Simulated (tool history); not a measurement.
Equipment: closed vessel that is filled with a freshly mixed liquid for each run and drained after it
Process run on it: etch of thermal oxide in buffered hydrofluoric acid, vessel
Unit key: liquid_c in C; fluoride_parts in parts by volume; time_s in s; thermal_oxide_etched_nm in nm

run  hour  liquid_c  fluoride_parts  time_s  thermal_oxide_etched_nm
  1   0.0      24.0            18.5     100                   63.998
  2   2.3      24.0            21.0     100                   58.414
  3   5.7      24.0            21.0     110                   63.509
  4  12.2      22.5            21.0     110                   58.278
  5  13.8      19.0            21.0     110                   48.066
  6  15.8      19.0            24.0     110                   44.039
  7  21.9      21.0            23.5     110                   49.163
  8  24.1      22.5            23.0     110                   55.501

The next listed run, before its measurement:
  9  33.1      24.0            23.0     110                        ?

thermal_oxide_etched_nm: 60.371 nm
